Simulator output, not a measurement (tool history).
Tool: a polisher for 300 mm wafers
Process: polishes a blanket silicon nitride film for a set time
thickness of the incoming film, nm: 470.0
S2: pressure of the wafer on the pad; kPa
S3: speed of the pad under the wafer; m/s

run 1 day=0.000 | flow_of_slurry_(ml/min)=290 S2=24.1 S3=1.38 polishing_time_(s)=73 | film_removed_(nm)=140.73
run 2 day=0.058 | flow_of_slurry_(ml/min)=290 S2=24.1 S3=1.08 polishing_time_(s)=73 | film_removed_(nm)=116.88
run 3 day=0.388 | flow_of_slurry_(ml/min)=290 S2=24.1 S3=0.90 polishing_time_(s)=73 | film_removed_(nm)=102.18
run 4 day=0.633 | flow_of_slurry_(ml/min)=290 S2=26.2 S3=0.96 polishing_time_(s)=73 | film_removed_(nm)=115.61
run 5 day=0.946 | flow_of_slurry_(ml/min)=290 S2=29.0 S3=0.96 polishing_time_(s)=73 | film_removed_(nm)=131.83
run 6 day=1.008 | flow_of_slurry_(ml/min)=290 S2=30.3 S3=1.00 polishing_time_(s)=73 | film_removed_(nm)=139.27
run 7 day=1.258 | flow_of_slurry_(ml/min)=290 S2=31.7 S3=1.04 polishing_time_(s)=73 | film_removed_(nm)=153.42

Forecast run 8:
run 8 day=1.621 | flow_of_slurry_(ml/min)=290 S2=32.4 S3=1.08 polishing_time_(s)=73 | film_removed_(nm)=?

Run 8 gave film removed (nm) 153.03.
